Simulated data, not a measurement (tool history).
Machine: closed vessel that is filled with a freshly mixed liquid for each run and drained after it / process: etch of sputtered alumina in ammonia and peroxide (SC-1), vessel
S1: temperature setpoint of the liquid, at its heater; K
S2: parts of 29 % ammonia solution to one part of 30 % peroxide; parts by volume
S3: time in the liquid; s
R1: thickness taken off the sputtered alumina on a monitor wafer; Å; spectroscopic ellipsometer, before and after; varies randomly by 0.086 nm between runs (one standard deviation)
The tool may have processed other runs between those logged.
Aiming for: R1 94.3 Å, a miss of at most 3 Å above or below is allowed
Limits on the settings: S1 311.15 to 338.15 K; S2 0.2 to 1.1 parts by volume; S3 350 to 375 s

Run 1, hour 0: S1 322.15 K, S2 0.6 parts by volume, S3 350 s. Result: R1 165.46 Å.
Run 2, hour 4: S1 322.15 K, S2 0.6 parts by volume, S3 375 s. Result: R1 178.51 Å.
Run 3, hour 6.7: S1 325.65 K, S2 0.6 parts by volume, S3 375 s. Result: R1 216.88 Å.
Run 4, hour 12.2: S1 325.65 K, S2 0.6 parts by volume, S3 375 s. Result: R1 220.15 Å.
Run 5, hour 15.6: S1 325.65 K, S2 0.6 parts by volume, S3 350 s. Result: R1 199.65 Å.
Run 6, hour 19.6: S1 322.15 K, S2 0.6 parts by volume, S3 350 s. Result: R1 166.94 Å.
Run 7, hour 27: S1 314.15 K, S2 0.55 parts by volume, S3 350 s. Result: R1 103.72 Å.
Run 8, hour 29.7: S1 313.65 K, S2 0.55 parts by volume, S3 350 s. Result: R1 101.65 Å.
Run 9, hour 32.4: S1 313.15 K, S2 0.55 parts by volume, S3 350 s. Result: R1 99.226 Å.
At hour 36.2: new drum of ammonia solution connected.
Run 10, hour 36.2: S1 312.65 K, S2 0.55 parts by volume, S3 350 s. Result: R1 97.531 Å.

5 next moves are on the table. One of them brings every result within its allowed miss. Which?
Run A, hour 40: S1 312.15 K, S2 0.4 parts by volume, S3 360 s. Result: R1 ?.
Run B, hour 40: S1 311.65 K, S2 0.6 parts by volume, S3 375 s. Result: R1 ?.
Run C, hour 40: S1 313.65 K, S2 0.75 parts by volume, S3 350 s. Result: R1 ?.
Run D, hour 40: S1 312.65 K, S2 1.05 parts by volume, S3 355 s. Result: R1 ?.
Run E, hour 40: S1 313.15 K, S2 0.5 parts by volume, S3 365 s. Result: R1 ?.

move      R1
   A   95.87
   B  100.77
   C  108.16
   D   106.8
   E  105.36
A: every result lands within tolerance
B: the biggest miss grows against the last run
C: the biggest miss grows against the last run
D: the biggest miss grows against the last run
E: the biggest miss grows against the last run
So the answer is move A, the one that meets all the targets.
